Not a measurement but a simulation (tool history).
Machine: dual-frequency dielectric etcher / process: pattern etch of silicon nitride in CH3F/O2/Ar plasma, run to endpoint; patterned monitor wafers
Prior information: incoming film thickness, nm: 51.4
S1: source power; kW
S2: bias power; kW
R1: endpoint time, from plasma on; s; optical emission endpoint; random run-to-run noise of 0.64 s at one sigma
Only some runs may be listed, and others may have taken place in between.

| run | hour | S1 | S2 | R1 |
|---|---|---|---|---|
| 1 | 0.0 | 0.300 | 0.095 | 81.825 |
| 2 | 4.9 | 0.290 | 0.094 | 83.321 |
| 3 | 8.7 | 0.280 | 0.093 | 86.454 |
| 4 | 16.6 | 0.270 | 0.092 | 88.594 |
| 5 | 18.7 | 0.240 | 0.092 | 93.472 |
| 6 | 19.7 | 0.240 | 0.084 | 99.323 |

Run 7 is up next; what results do you expect?
| 7 | 25.6 | 0.300 | 0.088 | ? |

Logged for run 7: R1 83.436 s.

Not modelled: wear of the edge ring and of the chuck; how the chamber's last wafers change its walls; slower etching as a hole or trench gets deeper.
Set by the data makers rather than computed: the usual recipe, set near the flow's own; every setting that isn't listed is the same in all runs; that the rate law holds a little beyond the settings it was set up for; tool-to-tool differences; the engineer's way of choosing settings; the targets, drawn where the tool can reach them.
